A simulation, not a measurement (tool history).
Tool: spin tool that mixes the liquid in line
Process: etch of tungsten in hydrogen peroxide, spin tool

run	day	temperature setpoint of the liquid (°C)	concentration of hydrogen peroxide in the mixed liquid (% by weight)	time under the liquid (s)	thickness taken off the tungsten on a monitor wafer (Å)
1	0	53	22	45	1383.2
2	0.117	53	19.5	45	1299.3
3	0.483	46.5	19.5	45	874.29
4	0.804	46.5	19.5	45	867.81
5	1.154	47.5	19.5	45	930.17
6	1.462	48.5	19.5	45	992.11
7	1.504	49	19.5	45	1015.6
8	1.8	49.5	19.5	45	1043.4

Expected results for the next run?
9	2.125	51.5	19.5	45	?

thickness taken off the tungsten on a monitor wafer (Å): 1187.5

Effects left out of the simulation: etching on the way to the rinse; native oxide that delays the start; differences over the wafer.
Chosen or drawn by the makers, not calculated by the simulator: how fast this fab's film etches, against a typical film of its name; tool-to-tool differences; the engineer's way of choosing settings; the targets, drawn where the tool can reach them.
